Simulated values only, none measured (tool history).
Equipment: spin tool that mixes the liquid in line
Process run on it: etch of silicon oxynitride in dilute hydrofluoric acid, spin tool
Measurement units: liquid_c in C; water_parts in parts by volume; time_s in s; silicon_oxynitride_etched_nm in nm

run 1 day=0.000 | liquid_c=23.0 water_parts=85 time_s=65 | silicon_oxynitride_etched_nm=1.17640
run 2 day=0.071 | liquid_c=23.0 water_parts=100 time_s=65 | silicon_oxynitride_etched_nm=1.00080
run 3 day=0.167 | liquid_c=22.5 water_parts=100 time_s=65 | silicon_oxynitride_etched_nm=0.94334
run 4 day=0.267 | liquid_c=22.0 water_parts=100 time_s=65 | silicon_oxynitride_etched_nm=0.94915
run 5 day=0.433 | liquid_c=22.0 water_parts=115 time_s=65 | silicon_oxynitride_etched_nm=0.81425
run 6 day=0.629 | liquid_c=22.0 water_parts=115 time_s=65 | silicon_oxynitride_etched_nm=0.82424

Predict the results of run 7:
-- day=0.733 hydrofluoric acid flow meter replaced
run 7 day=0.733 | liquid_c=21.0 water_parts=115 time_s=65 | silicon_oxynitride_etched_nm=?

For run 7 the tool returned silicon_oxynitride_etched_nm 0.68755 nm.

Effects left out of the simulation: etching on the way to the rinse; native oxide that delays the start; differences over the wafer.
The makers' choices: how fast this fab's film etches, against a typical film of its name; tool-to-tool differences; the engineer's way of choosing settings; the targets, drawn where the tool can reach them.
